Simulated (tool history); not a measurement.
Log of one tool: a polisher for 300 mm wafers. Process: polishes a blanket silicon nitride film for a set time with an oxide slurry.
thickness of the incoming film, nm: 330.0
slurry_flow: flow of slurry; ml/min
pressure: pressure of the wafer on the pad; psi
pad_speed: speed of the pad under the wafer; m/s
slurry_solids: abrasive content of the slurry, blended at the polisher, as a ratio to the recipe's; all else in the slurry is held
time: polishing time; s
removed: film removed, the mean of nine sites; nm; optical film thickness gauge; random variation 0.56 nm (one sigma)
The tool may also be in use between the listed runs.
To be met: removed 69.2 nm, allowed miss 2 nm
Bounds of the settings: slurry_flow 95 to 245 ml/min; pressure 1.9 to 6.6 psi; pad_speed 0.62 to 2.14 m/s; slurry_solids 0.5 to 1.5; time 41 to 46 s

run 1 hour=0 | slurry_flow=155 pressure=4.2 pad_speed=1.38 slurry_solids=1 time=46 | removed=53.362
run 2 hour=8.5 | slurry_flow=155 pressure=4.2 pad_speed=1.38 slurry_solids=0.85 time=46 | removed=49.097
run 3 hour=12.3 | slurry_flow=155 pressure=4.2 pad_speed=1.38 slurry_solids=0.85 time=41 | removed=44.315
run 4 hour=19.6 | slurry_flow=130 pressure=4.2 pad_speed=1.38 slurry_solids=0.85 time=41 | removed=41.804
run 5 hour=20.7 | slurry_flow=130 pressure=3.1 pad_speed=1.38 slurry_solids=0.85 time=41 | removed=31.694
run 6 hour=24.8 | slurry_flow=130 pressure=2.7 pad_speed=1.38 slurry_solids=0.85 time=41 | removed=27.681
run 7 hour=31.2 | slurry_flow=140 pressure=3 pad_speed=1.38 slurry_solids=0.85 time=41 | removed=30.666
run 8 hour=39.7 | slurry_flow=185 pressure=4.2 pad_speed=1.42 slurry_solids=0.85 time=41 | removed=45.732
run 9 hour=46.6 | slurry_flow=185 pressure=4.4 pad_speed=1.42 slurry_solids=0.85 time=41 | removed=48.346
run 10 hour=51.7 | slurry_flow=185 pressure=4.6 pad_speed=1.42 slurry_solids=0.85 time=41 | removed=49.391

Which of these 4 next moves meets every target?
run A hour=56.8 | slurry_flow=140 pressure=4.9 pad_speed=1.88 slurry_solids=0.8 time=46 | removed=?
run B hour=56.8 | slurry_flow=180 pressure=5.9 pad_speed=1.22 slurry_solids=0.95 time=46 | removed=?
run C hour=56.8 | slurry_flow=175 pressure=4.9 pad_speed=1.96 slurry_solids=0.85 time=41 | removed=?
run D hour=56.8 | slurry_flow=200 pressure=4.8 pad_speed=1.52 slurry_solids=0.95 time=46 | removed=?

move=A removed=63.686
move=B removed=68.374
move=C removed=62.427
move=D removed=63.815
A: nearer than the last run, and not there yet
B: meets every target
C: nearer than the last run, and not there yet
D: nearer than the last run, and not there yet
Answer: B
